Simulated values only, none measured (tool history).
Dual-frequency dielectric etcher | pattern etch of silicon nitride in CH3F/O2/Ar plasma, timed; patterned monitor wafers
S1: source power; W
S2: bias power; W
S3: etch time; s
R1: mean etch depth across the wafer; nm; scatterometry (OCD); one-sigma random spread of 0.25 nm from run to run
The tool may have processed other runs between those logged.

| run | day | S1 | S2 | S3 | R1 |
|---|---|---|---|---|---|
| 1 | 0 | 350 | 81 | 79 | 51.017 |
| 2 | 0.375 | 350 | 81 | 82.5 | 53.196 |
| 3 | 0.425 | 320 | 81 | 82.5 | 52.099 |
| 4 | 0.75 | 320 | 93 | 82.5 | 55.186 |
| 5 | 1.079 | 340 | 94 | 82.5 | 56.085 |
| 6 | 1.121 | 340 | 94 | 82.5 | 56.422 |
| 7 | 1.462 | 350 | 94 | 82.5 | 56.383 |

What will run 8 give?
| 8 | 1.579 | 360 | 95 | 82.5 | ? |

{"run 8": {"R1": 57.398}}
